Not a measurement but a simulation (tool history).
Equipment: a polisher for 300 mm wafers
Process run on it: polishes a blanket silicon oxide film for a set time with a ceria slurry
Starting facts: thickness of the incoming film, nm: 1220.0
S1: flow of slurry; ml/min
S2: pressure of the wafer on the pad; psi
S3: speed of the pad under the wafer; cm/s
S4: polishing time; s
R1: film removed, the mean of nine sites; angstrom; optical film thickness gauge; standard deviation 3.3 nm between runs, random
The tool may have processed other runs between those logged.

run    day   S1   S2  S3  S4      R1
  1  0.000  300  3.2  98  87  3856.4
  2  0.188  300  2.7  96  87  3277.0
  3  0.508  300  3.0  96  87  3651.8
  4  0.696  300  2.6  94  87  3045.5
  5  0.979  300  2.4  94  87  2913.3
  6  1.104  340  2.4  94  87  2911.3

The next listed run, before its measurement:
  7  1.462  340  2.2  94  87   ?

{"run 7": {"R1": 2639.3}}
